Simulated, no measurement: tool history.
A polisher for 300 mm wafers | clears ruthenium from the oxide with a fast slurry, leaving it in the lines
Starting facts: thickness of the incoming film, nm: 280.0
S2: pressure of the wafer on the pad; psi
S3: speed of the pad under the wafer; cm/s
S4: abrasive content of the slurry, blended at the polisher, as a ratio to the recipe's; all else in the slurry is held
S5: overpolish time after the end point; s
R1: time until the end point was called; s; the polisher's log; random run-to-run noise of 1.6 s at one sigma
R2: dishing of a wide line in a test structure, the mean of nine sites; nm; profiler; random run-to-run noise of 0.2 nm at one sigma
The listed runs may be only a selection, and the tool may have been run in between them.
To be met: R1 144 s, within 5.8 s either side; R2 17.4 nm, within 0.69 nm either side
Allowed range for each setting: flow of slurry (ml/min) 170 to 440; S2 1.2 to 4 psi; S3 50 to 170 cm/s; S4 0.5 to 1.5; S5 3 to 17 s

{"run": 1, "day": 0.0, "flow of slurry (ml/min)": 280, "S2": 2.6, "S3": 110, "S4": 1, "S5": 9, "R1": 78.297, "R2": 27.941}
{"run": 2, "day": 0.075, "flow of slurry (ml/min)": 280, "S2": 2.6, "S3": 110, "S4": 1, "S5": 11, "R1": 77.355, "R2": 33.773}
{"run": 3, "day": 0.188, "flow of slurry (ml/min)": 220, "S2": 2.6, "S3": 110, "S4": 1, "S5": 11, "R1": 78.816, "R2": 33.585}
{"run": 4, "day": 0.258, "flow of slurry (ml/min)": 220, "S2": 2.6, "S3": 110, "S4": 1.15, "S5": 11, "R1": 75.18, "R2": 34.472}
{"run": 5, "day": 0.575, "flow of slurry (ml/min)": 220, "S2": 2.5, "S3": 108, "S4": 1.15, "S5": 11, "R1": 79.315, "R2": 32.777}
{"run": 6, "day": 0.85, "flow of slurry (ml/min)": 220, "S2": 2.1, "S3": 108, "S4": 1.15, "S5": 11, "R1": 92.132, "R2": 28.724}
{"run": 7, "day": 0.942, "flow of slurry (ml/min)": 220, "S2": 2, "S3": 106, "S4": 1.15, "S5": 11, "R1": 98.125, "R2": 26.816}
{"run": 8, "day": 1.138, "flow of slurry (ml/min)": 220, "S2": 1.9, "S3": 104, "S4": 1.15, "S5": 11, "R1": 104.51, "R2": 25.344}
{"run": 9, "day": 1.496, "flow of slurry (ml/min)": 220, "S2": 1.8, "S3": 104, "S4": 1.15, "S5": 11, "R1": 111.9, "R2": 24.232}
{"run": 10, "day": 1.542, "flow of slurry (ml/min)": 220, "S2": 1.8, "S3": 104, "S4": 1.15, "S5": 11, "R1": 110.77, "R2": 23.627}
{"run": 11, "day": 1.65, "flow of slurry (ml/min)": 220, "S2": 1.7, "S3": 104, "S4": 1.15, "S5": 11, "R1": 119.95, "R2": 23.086}
{"day": 2.008, "done": "worn pad replaced by a new one"}
{"run": 12, "day": 2.008, "flow of slurry (ml/min)": 220, "S2": 1.5, "S3": 104, "S4": 1.2, "S5": 10, "R1": 117.76, "R2": 21.082}

Exactly one of the 5 candidate moves below puts every result within its allowed miss. Which one?
{"run": "A", "day": 2.367, "flow of slurry (ml/min)": 245, "S2": 1.7, "S3": 128, "S4": 1.2, "S5": 9, "R1": "?", "R2": "?"}
{"run": "B", "day": 2.367, "flow of slurry (ml/min)": 280, "S2": 1.6, "S3": 74, "S4": 1.25, "S5": 10, "R1": "?", "R2": "?"}
{"run": "C", "day": 2.367, "flow of slurry (ml/min)": 260, "S2": 1.5, "S3": 92, "S4": 1.25, "S5": 9, "R1": "?", "R2": "?"}
{"run": "D", "day": 2.367, "flow of slurry (ml/min)": 230, "S2": 1.4, "S3": 106, "S4": 1.1, "S5": 8, "R1": "?", "R2": "?"}
{"run": "E", "day": 2.367, "flow of slurry (ml/min)": 245, "S2": 1.5, "S3": 88, "S4": 1.05, "S5": 9, "R1": "?", "R2": "?"}

move=A R1=86.185 R2=25.475
move=B R1=144.85 R2=17.263
move=C R1=128.06 R2=17.557
move=D R1=128.5 R2=15.641
move=E R1=144.08 R2=15.691
A: moves away from the targets compared with the last run
B: meets every target
C: meets the target for the result that was furthest off, but another lies outside its allowed miss
D: takes the biggest miss from the last run beyond its target
E: takes the biggest miss from the last run beyond its target
The move that meets every target is B.

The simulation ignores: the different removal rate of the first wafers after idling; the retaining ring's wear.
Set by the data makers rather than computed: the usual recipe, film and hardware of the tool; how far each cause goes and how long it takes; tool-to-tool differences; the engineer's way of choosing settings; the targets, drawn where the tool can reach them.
